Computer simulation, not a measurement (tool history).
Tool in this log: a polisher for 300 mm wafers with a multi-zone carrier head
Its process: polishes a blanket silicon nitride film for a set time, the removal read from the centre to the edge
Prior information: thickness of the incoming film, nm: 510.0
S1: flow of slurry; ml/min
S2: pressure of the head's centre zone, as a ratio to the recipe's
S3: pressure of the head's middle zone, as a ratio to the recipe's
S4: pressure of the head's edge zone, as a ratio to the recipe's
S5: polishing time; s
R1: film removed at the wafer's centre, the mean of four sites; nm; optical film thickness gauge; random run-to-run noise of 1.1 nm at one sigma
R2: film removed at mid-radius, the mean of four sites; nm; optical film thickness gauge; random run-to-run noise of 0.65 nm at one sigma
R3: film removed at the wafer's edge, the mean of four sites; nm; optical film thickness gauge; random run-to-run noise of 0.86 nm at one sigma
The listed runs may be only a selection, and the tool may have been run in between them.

Run 1, day 0: S1 280 ml/min, S2 1, S3 1, S4 1, S5 42 s. Result: R1 97.597 nm, R2 101.78 nm, R3 97.435 nm.
Run 2, day 0.242: S1 230 ml/min, S2 1, S3 1, S4 1, S5 42 s. Result: R1 96.606 nm, R2 101.15 nm, R3 96.387 nm.
Run 3, day 0.267: S1 230 ml/min, S2 0.98, S3 0.99, S4 0.99, S5 42 s. Result: R1 96.962 nm, R2 99.547 nm, R3 96.59 nm.
Run 4, day 0.467: S1 230 ml/min, S2 0.98, S3 0.99, S4 1.04, S5 42 s. Result: R1 95.1 nm, R2 99.333 nm, R3 99.67 nm.
Run 5, day 0.617: S1 230 ml/min, S2 0.91, S3 0.99, S4 1.04, S5 42 s. Result: R1 90.944 nm, R2 99.181 nm, R3 99.563 nm.
Run 6, day 0.783: S1 255 ml/min, S2 0.91, S3 0.99, S4 1.04, S5 42 s. Result: R1 90.231 nm, R2 101.63 nm, R3 100.5 nm.
Run 7, day 1: S1 255 ml/min, S2 0.9, S3 0.98, S4 1.03, S5 41 s. Result: R1 85.392 nm, R2 97.331 nm, R3 97.48 nm.
Run 8, day 1.354: S1 255 ml/min, S2 0.9, S3 0.98, S4 1.03, S5 41 s. Result: R1 87.42 nm, R2 97.769 nm, R3 99.591 nm.

The next listed run, before its measurement:
Run 9, day 1.408: S1 250 ml/min, S2 0.9, S3 0.98, S4 1.02, S5 40 s. Result: R1 ?, R2 ?, R3 ?.

Run 9 measured R1 82.955 nm, R2 94.379 nm, R3 95.561 nm.
